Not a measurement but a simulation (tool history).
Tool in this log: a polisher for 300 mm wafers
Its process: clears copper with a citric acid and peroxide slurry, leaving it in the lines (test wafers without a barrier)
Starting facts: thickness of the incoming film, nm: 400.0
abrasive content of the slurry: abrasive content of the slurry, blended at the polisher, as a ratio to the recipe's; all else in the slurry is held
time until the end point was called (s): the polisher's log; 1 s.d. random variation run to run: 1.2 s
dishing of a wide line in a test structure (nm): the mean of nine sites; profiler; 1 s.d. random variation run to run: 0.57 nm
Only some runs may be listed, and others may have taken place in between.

run,hour,flow of slurry (ml/min),pressure of the wafer on the pad (psi),speed of the pad under the wafer (cm/s),abrasive content of the slurry,overpolish time after the end point (s),time until the end point was called (s),dishing of a wide line in a test structure (nm)
1,0.0,220,4.1,138,1.0,10,93.292,25.162
2,2.7,220,4.4,138,1.0,10,87.832,25.817
3,9.5,220,4.4,156,1.0,10,80.638,29.194
4,14.4,220,4.4,156,1.0,6,78.998,18.479
# hour 15.2: slurry nozzle cleaned
5,15.2,220,4.5,158,1.0,7,73.099,22.781
6,22.8,220,5.5,158,1.0,7,60.015,26.711
7,25.7,220,5.5,158,1.0,7,60.297,27.079

Run 8 has not been measured yet. What should we expect?
8,28.2,220,5.5,158,1.0,7,?,?

Run 8 produced time until the end point was called (s) 59.687, dishing of a wide line in a test structure (nm) 27.698.

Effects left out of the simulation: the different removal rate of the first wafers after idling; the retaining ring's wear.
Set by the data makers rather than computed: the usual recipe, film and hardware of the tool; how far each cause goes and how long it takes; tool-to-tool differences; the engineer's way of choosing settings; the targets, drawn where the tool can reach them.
